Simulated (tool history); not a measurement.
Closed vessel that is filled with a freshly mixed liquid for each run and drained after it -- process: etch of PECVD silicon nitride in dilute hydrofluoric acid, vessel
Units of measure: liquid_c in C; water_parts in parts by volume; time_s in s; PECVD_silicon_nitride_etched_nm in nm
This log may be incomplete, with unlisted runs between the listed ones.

| run | hour | liquid_c | water_parts | time_s | PECVD_silicon_nitride_etched_nm |
|---|---|---|---|---|---|
| 1 | 0.0 | 23.0 | 55 | 1335 | 98.699 |
| 2 | 7.3 | 23.0 | 55 | 1420 | 105.640 |
| 3 | 10.4 | 23.0 | 35 | 1420 | 166.500 |
| 4 | 12.5 | 23.0 | 35 | 1335 | 153.750 |
| 5 | 14.9 | 22.5 | 35 | 1335 | 148.450 |
| 6 | 17.0 | 22.5 | 20 | 1335 | 253.690 |
| 7 | 21.1 | 22.0 | 25 | 1335 | 199.690 |
| 8 | 29.1 | 21.5 | 25 | 1335 | 191.760 |
| 9 | 31.5 | 21.0 | 25 | 1335 | 183.030 |

What will run 10 give?
| 10 | 37.8 | 20.5 | 25 | 1335 | ? |

{"run 10": {"PECVD_silicon_nitride_etched_nm": 181.13}}
